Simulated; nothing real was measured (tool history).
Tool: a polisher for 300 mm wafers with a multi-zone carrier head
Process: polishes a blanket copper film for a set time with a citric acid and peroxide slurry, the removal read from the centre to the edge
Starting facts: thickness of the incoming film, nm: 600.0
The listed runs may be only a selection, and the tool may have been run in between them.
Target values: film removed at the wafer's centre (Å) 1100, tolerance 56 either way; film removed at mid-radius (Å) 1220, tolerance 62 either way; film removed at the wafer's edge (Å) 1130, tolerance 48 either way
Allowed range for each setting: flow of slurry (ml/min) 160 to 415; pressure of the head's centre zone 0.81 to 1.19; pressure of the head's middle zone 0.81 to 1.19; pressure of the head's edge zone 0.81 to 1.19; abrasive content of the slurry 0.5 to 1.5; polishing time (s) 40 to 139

run  hour  flow of slurry (ml/min)  pressure of the head's centre zone  pressure of the head's middle zone  pressure of the head's edge zone  abrasive content of the slurry  polishing time (s)  film removed at the wafer's centre (Å)  film removed at mid-radius (Å)  film removed at the wafer's edge (Å)
  1     0                      265                                   1                                   1                                 1                               1                  89                                  1420.6                          1429.2                                1386.2
  2   7.2                      265                                0.99                                   1                              0.99                            0.95                  88                                  1351.7                          1377.5                                1355.9
  3  14.2                      265                                0.99                                1.01                              0.98                             0.9                  87                                  1326.8                          1344.7                                1314.8
  4  19.1                      265                                0.99                                1.01                              0.98                            0.75                  87                                  1294.7                          1327.4                                1279.5
  5  21.3                      265                                0.98                                1.01                              0.97                             0.7                  87                                  1257.4                          1290.6                                1288.6
  6  26.8                      265                                0.98                                1.02                              0.96                             0.7                  86                                  1261.8                          1300.3                                1242.8
  7  33.3                      265                                0.97                                1.02                              0.95                             0.7                  86                                    1237                          1302.6                                1235.9
  8    34                      265                                0.96                                1.02                              0.94                             0.7                  86                                    1217                            1315                                1250.6

Which of these 4 next moves meets every target?
  A  34.7                      275                                1.19                                1.05                              0.81                             0.7                  77                                       ?                               ?                                     ?
  B  34.7                      235                                1.18                                0.94                              0.94                             0.5                  88                                       ?                               ?                                     ?
  C  34.7                      265                                0.94                                1.03                               0.9                            0.65                  80                                       ?                               ?                                     ?
  D  34.7                      255                                0.88                                1.11                              0.85                             0.7                  86                                       ?                               ?                                     ?

move  film removed at the wafer's centre (Å)  film removed at mid-radius (Å)  film removed at the wafer's edge (Å)
   A                                    1376                          1178.3                                  1025
   B                                  1441.8                          1137.4                                1169.3
   C                                  1107.6                          1185.4                                1098.9
   D                                    1123                          1369.6                                1160.4
A: takes the biggest miss from the last run beyond its target
B: the worst result of the last run now meets its target, but another is out of spec
C: each result inside its tolerance
D: the worst result of the last run now meets its target, but another is out of spec
Move C is the one to make.

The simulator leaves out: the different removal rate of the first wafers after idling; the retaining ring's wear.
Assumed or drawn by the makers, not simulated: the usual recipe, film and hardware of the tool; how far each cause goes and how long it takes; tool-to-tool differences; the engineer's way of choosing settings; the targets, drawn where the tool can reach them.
